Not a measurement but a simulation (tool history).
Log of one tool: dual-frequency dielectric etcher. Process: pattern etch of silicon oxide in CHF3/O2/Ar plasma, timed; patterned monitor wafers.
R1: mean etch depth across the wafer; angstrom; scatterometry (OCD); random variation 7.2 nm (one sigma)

run 1 hour=0 | source_power_(W)=670 bias_power_(W)=155 etch_time_(s)=713.5 | R1=15562
run 2 hour=2.7 | source_power_(W)=670 bias_power_(W)=182 etch_time_(s)=713.5 | R1=16579
run 3 hour=11.4 | source_power_(W)=670 bias_power_(W)=170 etch_time_(s)=713.5 | R1=16140
run 4 hour=18.1 | source_power_(W)=610 bias_power_(W)=168 etch_time_(s)=713.5 | R1=15286
run 5 hour=23 | source_power_(W)=680 bias_power_(W)=168 etch_time_(s)=713.5 | R1=16233
run 6 hour=26.6 | source_power_(W)=590 bias_power_(W)=168 etch_time_(s)=713.5 | R1=14868
run 7 hour=32.7 | source_power_(W)=590 bias_power_(W)=168 etch_time_(s)=713.5 | R1=14917

Run 8 comes next. What will it give?
run 8 hour=33.5 | source_power_(W)=570 bias_power_(W)=168 etch_time_(s)=713.5 | R1=?

R1: 14838 angstrom

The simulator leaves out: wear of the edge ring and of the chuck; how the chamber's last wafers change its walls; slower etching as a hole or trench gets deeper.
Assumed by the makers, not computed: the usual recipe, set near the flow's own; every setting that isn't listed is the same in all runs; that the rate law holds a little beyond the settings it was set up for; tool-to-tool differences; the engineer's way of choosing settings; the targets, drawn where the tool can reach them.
